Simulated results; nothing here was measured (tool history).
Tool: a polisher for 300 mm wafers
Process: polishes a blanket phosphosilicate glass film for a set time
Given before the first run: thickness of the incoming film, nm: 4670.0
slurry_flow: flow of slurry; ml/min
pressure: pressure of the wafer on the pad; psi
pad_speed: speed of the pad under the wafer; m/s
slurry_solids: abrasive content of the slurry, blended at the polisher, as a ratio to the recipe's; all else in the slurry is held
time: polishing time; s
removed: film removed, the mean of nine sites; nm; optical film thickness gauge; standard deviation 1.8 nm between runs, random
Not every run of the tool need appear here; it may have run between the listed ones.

{"run": 1, "hour": 0.0, "slurry_flow": 315, "pressure": 3.3, "pad_speed": 1.2, "slurry_solids": 1.0, "time": 32, "removed": 327.3}
{"run": 2, "hour": 6.7, "slurry_flow": 310, "pressure": 3.2, "pad_speed": 1.2, "slurry_solids": 1.0, "time": 32, "removed": 315.93}
{"run": 3, "hour": 14.6, "slurry_flow": 310, "pressure": 3.2, "pad_speed": 0.92, "slurry_solids": 1.0, "time": 32, "removed": 256.44}
{"run": 4, "hour": 19.8, "slurry_flow": 315, "pressure": 3.3, "pad_speed": 0.92, "slurry_solids": 1.0, "time": 32, "removed": 261.27}
{"run": 5, "hour": 24.9, "slurry_flow": 315, "pressure": 3.4, "pad_speed": 0.92, "slurry_solids": 1.0, "time": 32, "removed": 269.55}
{"run": 6, "hour": 28.3, "slurry_flow": 315, "pressure": 3.4, "pad_speed": 0.92, "slurry_solids": 1.05, "time": 32, "removed": 268.97}
{"run": 7, "hour": 32.6, "slurry_flow": 315, "pressure": 3.5, "pad_speed": 0.92, "slurry_solids": 1.05, "time": 32, "removed": 275.43}
{"run": 8, "hour": 39.3, "slurry_flow": 315, "pressure": 3.5, "pad_speed": 0.92, "slurry_solids": 1.05, "time": 32, "removed": 275.74}

Run 9 comes next. What will it give?
{"run": 9, "hour": 46.7, "slurry_flow": 315, "pressure": 3.6, "pad_speed": 0.92, "slurry_solids": 1.05, "time": 32, "removed": "?"}

Logged for run 9: removed 283.73 nm.

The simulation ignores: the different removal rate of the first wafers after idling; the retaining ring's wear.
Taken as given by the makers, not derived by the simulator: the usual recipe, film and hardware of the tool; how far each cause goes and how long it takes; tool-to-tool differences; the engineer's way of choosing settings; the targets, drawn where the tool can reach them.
